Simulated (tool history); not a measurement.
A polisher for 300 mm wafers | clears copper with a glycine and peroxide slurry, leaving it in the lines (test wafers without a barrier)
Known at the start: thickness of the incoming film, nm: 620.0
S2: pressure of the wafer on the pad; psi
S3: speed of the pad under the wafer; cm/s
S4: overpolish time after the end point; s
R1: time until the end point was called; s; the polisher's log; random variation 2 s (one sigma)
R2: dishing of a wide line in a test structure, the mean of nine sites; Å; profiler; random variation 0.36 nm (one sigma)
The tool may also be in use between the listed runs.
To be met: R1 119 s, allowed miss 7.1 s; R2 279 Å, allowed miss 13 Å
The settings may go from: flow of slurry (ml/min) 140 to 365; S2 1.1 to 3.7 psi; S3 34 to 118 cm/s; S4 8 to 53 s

run 1 hour=0 | flow_of_slurry_(ml/min)=235 S2=2.4 S3=76 S4=27 | R1=134.9 R2=586.24
run 2 hour=6.2 | flow_of_slurry_(ml/min)=225 S2=2.2 S3=80 S4=25 | R1=137.67 R2=555.15
run 3 hour=10.8 | flow_of_slurry_(ml/min)=240 S2=2.1 S3=82 S4=23 | R1=139.79 R2=516.64
run 4 hour=13.5 | flow_of_slurry_(ml/min)=240 S2=2.1 S3=72 S4=23 | R1=155.53 R2=503.3
run 5 hour=19.1 | flow_of_slurry_(ml/min)=240 S2=2.1 S3=72 S4=12 | R1=150.88 R2=320.39
run 6 hour=23.5 | flow_of_slurry_(ml/min)=240 S2=2.1 S3=82 S4=12 | R1=137 R2=340.86
run 7 hour=30.8 | flow_of_slurry_(ml/min)=235 S2=2.2 S3=80 S4=12 | R1=133.62 R2=348.8
run 8 hour=35.7 | flow_of_slurry_(ml/min)=250 S2=2.3 S3=78 S4=12 | R1=135.95 R2=347.57
run 9 hour=44.1 | flow_of_slurry_(ml/min)=235 S2=2.3 S3=78 S4=12 | R1=137.57 R2=353.6
run 10 hour=47.8 | flow_of_slurry_(ml/min)=250 S2=2.2 S3=80 S4=12 | R1=134.44 R2=352.17
run 11 hour=52.2 | flow_of_slurry_(ml/min)=235 S2=2.2 S3=82 S4=12 | R1=131.83 R2=341.36
run 12 hour=57.2 | flow_of_slurry_(ml/min)=225 S2=2.2 S3=84 S4=12 | R1=134.22 R2=353.83
run 13 hour=64.3 | flow_of_slurry_(ml/min)=240 S2=2.1 S3=84 S4=12 | R1=137.79 R2=350.81
run 14 hour=71.2 | flow_of_slurry_(ml/min)=230 S2=2.3 S3=78 S4=12 | R1=132.32 R2=347.93
run 15 hour=78.9 | flow_of_slurry_(ml/min)=220 S2=2.4 S3=74 S4=12 | R1=135.95 R2=349.01
run 16 hour=83.2 | flow_of_slurry_(ml/min)=285 S2=1.8 S3=94 S4=8 | R1=141.41 R2=238.3

Which of these 5 next moves meets every target?
run A hour=87.5 | flow_of_slurry_(ml/min)=310 S2=2 S3=104 S4=8 | R1=? R2=?
run B hour=87.5 | flow_of_slurry_(ml/min)=260 S2=1.6 S3=114 S4=8 | R1=? R2=?
run C hour=87.5 | flow_of_slurry_(ml/min)=230 S2=2 S3=86 S4=8 | R1=? R2=?
run D hour=87.5 | flow_of_slurry_(ml/min)=295 S2=1.3 S3=94 S4=8 | R1=? R2=?
run E hour=87.5 | flow_of_slurry_(ml/min)=280 S2=1.3 S3=96 S4=13 | R1=? R2=?

move=A R1=118.89 R2=278.3
move=B R1=133.3 R2=250.94
move=C R1=140.75 R2=243.94
move=D R1=175.76 R2=199.3
move=E R1=173.98 R2=297.04
A: meets every target
B: nearer than the last run, and not there yet
C: as far off as the last run
D: further off than the last run
E: further off than the last run
Answer: A
